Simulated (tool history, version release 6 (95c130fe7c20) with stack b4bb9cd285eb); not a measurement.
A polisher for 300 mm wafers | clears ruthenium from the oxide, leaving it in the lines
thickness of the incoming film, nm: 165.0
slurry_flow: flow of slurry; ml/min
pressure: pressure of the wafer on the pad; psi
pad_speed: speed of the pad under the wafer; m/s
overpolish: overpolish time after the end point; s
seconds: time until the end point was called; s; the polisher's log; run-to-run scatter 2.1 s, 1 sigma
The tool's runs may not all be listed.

run 1 day=0.000 | slurry_flow=160 pressure=2.0 pad_speed=1.06 overpolish=7 | seconds=159.13
run 2 day=0.046 | slurry_flow=130 pressure=2.0 pad_speed=1.06 overpolish=7 | seconds=164.34
run 3 day=0.246 | slurry_flow=130 pressure=2.0 pad_speed=1.06 overpolish=6 | seconds=165.47
run 4 day=0.342 | slurry_flow=130 pressure=2.3 pad_speed=1.06 overpolish=6 | seconds=143.90
run 5 day=0.417 | slurry_flow=130 pressure=2.2 pad_speed=1.06 overpolish=6 | seconds=152.22
run 6 day=0.538 | slurry_flow=130 pressure=2.1 pad_speed=1.06 overpolish=6 | seconds=156.60
run 7 day=0.725 | slurry_flow=130 pressure=2.0 pad_speed=1.06 overpolish=6 | seconds=168.13

The next listed run, before its measurement:
run 8 day=1.017 | slurry_flow=125 pressure=1.9 pad_speed=1.06 overpolish=6 | seconds=?

For run 8 the tool returned seconds 176.33 s.
